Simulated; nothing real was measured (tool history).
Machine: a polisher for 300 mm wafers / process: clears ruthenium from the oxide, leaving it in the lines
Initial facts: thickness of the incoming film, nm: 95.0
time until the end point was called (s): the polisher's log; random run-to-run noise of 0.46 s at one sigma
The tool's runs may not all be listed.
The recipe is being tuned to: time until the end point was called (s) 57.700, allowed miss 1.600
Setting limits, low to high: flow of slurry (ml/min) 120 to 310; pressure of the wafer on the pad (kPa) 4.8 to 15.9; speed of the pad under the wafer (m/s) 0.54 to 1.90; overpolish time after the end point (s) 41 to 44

run  hour  flow of slurry (ml/min)  pressure of the wafer on the pad (kPa)  speed of the pad under the wafer (m/s)  overpolish time after the end point (s)  time until the end point was called (s)
  1   0.0                      200                                    10.3                                    1.22                                       41                                   83.392
  2   6.9                      205                                    11.7                                    1.22                                       41                                   74.839
  3  14.3                      205                                    11.7                                    1.22                                       44                                   73.799
  4  23.0                      205                                    10.3                                    1.22                                       44                                   83.870
  5  25.1                      205                                     9.0                                    1.22                                       44                                   94.883
  6  32.4                      210                                    10.3                                    1.22                                       44                                   81.733
  7  40.8                      240                                    13.1                                    1.24                                       44                                   64.110
  8  49.3                      240                                    13.8                                    1.24                                       44                                   60.774

Consider the 4 candidate settings below. Which is the only one whose results all fall within their allowed miss of target?
  A  57.8                      240                                    15.2                                    1.28                                       44                                        ?
  B  57.8                      190                                    14.5                                    1.36                                       44                                        ?
  C  57.8                      250                                    14.5                                    1.24                                       41                                        ?
  D  57.8                      310                                    13.8                                    1.20                                       41                                        ?

move  time until the end point was called (s)
   A                                   54.300
   B                                   55.048
   C                                   58.362
   D                                   61.940
A: pushes the last run's worst result past its target
B: pushes the last run's worst result past its target
C: all results land within tolerance of their targets
D: moves away from the targets compared with the last run
The move that meets every target is C.

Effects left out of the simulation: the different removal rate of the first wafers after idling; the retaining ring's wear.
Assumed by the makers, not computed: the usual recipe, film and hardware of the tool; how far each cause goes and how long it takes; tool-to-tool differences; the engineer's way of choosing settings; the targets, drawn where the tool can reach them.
